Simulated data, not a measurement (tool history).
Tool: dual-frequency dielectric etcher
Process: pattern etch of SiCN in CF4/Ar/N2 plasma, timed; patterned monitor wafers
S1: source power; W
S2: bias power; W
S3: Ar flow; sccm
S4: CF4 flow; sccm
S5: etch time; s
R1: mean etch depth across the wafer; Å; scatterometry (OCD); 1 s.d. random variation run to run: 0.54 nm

run,day,S1,S2,S3,S4,S5,R1
1,0.000,450,65,140,51,176.5,1385.8
2,0.033,450,65,140,44,176.5,1359.1
3,0.196,480,65,140,44,176.5,1446.9
4,0.433,520,65,140,44,176.5,1551.9
5,0.512,550,66,140,44,176.5,1651.8
6,0.729,550,66,140,50,176.5,1683.8
7,0.762,570,66,140,50,176.5,1745.8

Run 8 comes next. What will it give?
8,0.850,590,66,140,50,176.5,?

R1: 1802.2 Å
